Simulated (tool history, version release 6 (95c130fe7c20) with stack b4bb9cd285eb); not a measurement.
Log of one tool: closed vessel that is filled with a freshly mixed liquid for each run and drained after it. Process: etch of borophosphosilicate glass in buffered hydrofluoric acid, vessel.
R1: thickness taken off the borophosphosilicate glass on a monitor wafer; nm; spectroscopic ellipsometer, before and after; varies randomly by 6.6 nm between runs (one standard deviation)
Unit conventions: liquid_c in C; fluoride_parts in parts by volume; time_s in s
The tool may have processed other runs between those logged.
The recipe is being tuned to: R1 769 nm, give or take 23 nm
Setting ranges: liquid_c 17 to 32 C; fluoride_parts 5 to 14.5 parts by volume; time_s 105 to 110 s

run 1 hour=0 | liquid_c=24 fluoride_parts=9 time_s=105 | R1=383.6
run 2 hour=2.5 | liquid_c=21.5 fluoride_parts=9 time_s=105 | R1=335.71
run 3 hour=10.9 | liquid_c=23 fluoride_parts=8.5 time_s=105 | R1=384.01
run 4 hour=19.7 | liquid_c=23 fluoride_parts=10 time_s=105 | R1=342.69
run 5 hour=23.7 | liquid_c=23 fluoride_parts=8.5 time_s=105 | R1=386.87
run 6 hour=28.7 | liquid_c=23 fluoride_parts=8.5 time_s=105 | R1=384.07
run 7 hour=34.8 | liquid_c=24 fluoride_parts=8 time_s=105 | R1=444.23
run 8 hour=37.1 | liquid_c=25 fluoride_parts=8 time_s=105 | R1=460.77
run 9 hour=41.7 | liquid_c=29 fluoride_parts=5.5 time_s=105 | R1=821.94
run 10 hour=42.2 | liquid_c=29 fluoride_parts=5.5 time_s=105 | R1=804.91
run 11 hour=47.1 | liquid_c=28.5 fluoride_parts=5.5 time_s=105 | R1=798.74
-- hour=49.4 thermometer replaced
run 12 hour=49.4 | liquid_c=28 fluoride_parts=5.5 time_s=105 | R1=835.21
run 13 hour=53.8 | liquid_c=27.5 fluoride_parts=5.5 time_s=105 | R1=817.02

Which one of the following 4 next-run settings gets every result inside its allowed miss? There is exactly one.
run A hour=58.2 | liquid_c=26.5 fluoride_parts=5 time_s=105 | R1=?
run B hour=58.2 | liquid_c=26.5 fluoride_parts=5 time_s=110 | R1=?
run C hour=58.2 | liquid_c=25.5 fluoride_parts=5.5 time_s=110 | R1=?
run D hour=58.2 | liquid_c=29.5 fluoride_parts=6 time_s=110 | R1=?

move=A R1=828.91
move=B R1=868.39
move=C R1=757.98
move=D R1=866.9
A: further off than the last run
B: further off than the last run
C: all results in spec
D: further off than the last run
Answer: C
